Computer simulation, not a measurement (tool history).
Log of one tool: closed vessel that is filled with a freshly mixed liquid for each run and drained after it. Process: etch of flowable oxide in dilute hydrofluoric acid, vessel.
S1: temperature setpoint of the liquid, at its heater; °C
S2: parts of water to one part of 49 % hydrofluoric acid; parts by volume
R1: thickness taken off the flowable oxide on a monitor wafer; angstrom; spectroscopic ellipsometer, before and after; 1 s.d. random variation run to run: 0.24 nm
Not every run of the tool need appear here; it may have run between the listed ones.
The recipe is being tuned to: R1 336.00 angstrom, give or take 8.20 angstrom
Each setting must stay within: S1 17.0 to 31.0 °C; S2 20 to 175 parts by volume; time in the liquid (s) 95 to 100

Run 1, hour 0.0: S1 23.0 °C, S2 95 parts by volume, time in the liquid (s) 95. Result: R1 248.22 angstrom.
Run 2, hour 9.1: S1 23.0 °C, S2 120 parts by volume, time in the liquid (s) 95. Result: R1 190.98 angstrom.
Run 3, hour 16.6: S1 26.0 °C, S2 120 parts by volume, time in the liquid (s) 95. Result: R1 214.60 angstrom.
Run 4, hour 20.0: S1 26.5 °C, S2 115 parts by volume, time in the liquid (s) 95. Result: R1 229.82 angstrom.
Run 5, hour 24.7: S1 27.0 °C, S2 110 parts by volume, time in the liquid (s) 95. Result: R1 245.15 angstrom.
Run 6, hour 28.0: S1 27.5 °C, S2 105 parts by volume, time in the liquid (s) 95. Result: R1 265.68 angstrom.
Run 7, hour 33.5: S1 28.0 °C, S2 105 parts by volume, time in the liquid (s) 95. Result: R1 266.59 angstrom.
Run 8, hour 40.9: S1 28.5 °C, S2 105 parts by volume, time in the liquid (s) 95. Result: R1 274.58 angstrom.
Run 9, hour 42.9: S1 29.0 °C, S2 105 parts by volume, time in the liquid (s) 95. Result: R1 282.65 angstrom.
Run 10, hour 44.2: S1 29.5 °C, S2 105 parts by volume, time in the liquid (s) 95. Result: R1 285.36 angstrom.
Run 11, hour 53.4: S1 30.5 °C, S2 100 parts by volume, time in the liquid (s) 95. Result: R1 316.54 angstrom.

Exercise: of the 5 proposed moves below, exactly one satisfies all targets within the stated allowed misses. Which move is it?
Run A, hour 62.6: S1 31.0 °C, S2 95 parts by volume, time in the liquid (s) 100. Result: R1 ?.
Run B, hour 62.6: S1 31.0 °C, S2 95 parts by volume, time in the liquid (s) 95. Result: R1 ?.
Run C, hour 62.6: S1 28.0 °C, S2 90 parts by volume, time in the liquid (s) 95. Result: R1 ?.
Run D, hour 62.6: S1 31.0 °C, S2 100 parts by volume, time in the liquid (s) 95. Result: R1 ?.
Run E, hour 62.6: S1 29.5 °C, S2 95 parts by volume, time in the liquid (s) 95. Result: R1 ?.

move      R1
   A  358.00
   B  340.10
   C  322.67
   D  320.75
   E  321.46
A: the result that was furthest off in the last run now lies on the other side of its target
B: every result lands within tolerance
C: gains on the last run, yet a result remains outside its allowed miss
D: gains on the last run, yet a result remains outside its allowed miss
E: gains on the last run, yet a result remains outside its allowed miss
So the answer is move B, the one that meets all the targets.
